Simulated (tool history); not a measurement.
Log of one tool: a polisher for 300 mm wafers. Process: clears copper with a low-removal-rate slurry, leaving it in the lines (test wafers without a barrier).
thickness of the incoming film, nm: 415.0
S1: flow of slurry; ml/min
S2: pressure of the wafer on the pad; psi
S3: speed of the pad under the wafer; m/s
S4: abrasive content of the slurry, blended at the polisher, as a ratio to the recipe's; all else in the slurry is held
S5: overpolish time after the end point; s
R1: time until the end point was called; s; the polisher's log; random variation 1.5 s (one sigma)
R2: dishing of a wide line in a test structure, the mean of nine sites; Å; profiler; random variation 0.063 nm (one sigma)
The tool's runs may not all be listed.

run 1 hour=0.0 | S1=135 S2=2.9 S3=1.24 S4=1.00 S5=8 | R1=120.57 R2=204.890
run 2 hour=5.9 | S1=140 S2=2.6 S3=1.26 S4=1.00 S5=7 | R1=131.54 R2=169.290
run 3 hour=8.8 | S1=130 S2=2.6 S3=1.22 S4=1.00 S5=6 | R1=135.58 R2=142.180
run 4 hour=12.8 | S1=130 S2=2.6 S3=1.40 S4=1.00 S5=6 | R1=126.47 R2=154.500
run 5 hour=18.3 | S1=110 S2=2.6 S3=1.40 S4=1.00 S5=6 | R1=129.94 R2=152.590
-- hour=21.3 slurry blender recalibrated
run 6 hour=21.3 | S1=125 S2=2.6 S3=1.24 S4=1.10 S5=5 | R1=126.63 R2=127.140
run 7 hour=22.5 | S1=135 S2=2.5 S3=1.12 S4=1.15 S5=4 | R1=135.15 R2=96.343

Run 8 comes next. What will it give?
run 8 hour=27.3 | S1=150 S2=2.5 S3=1.02 S4=1.20 S5=4 | R1=? R2=?

Run 8 gave R1 140.49 s, R2 96.921 Å.
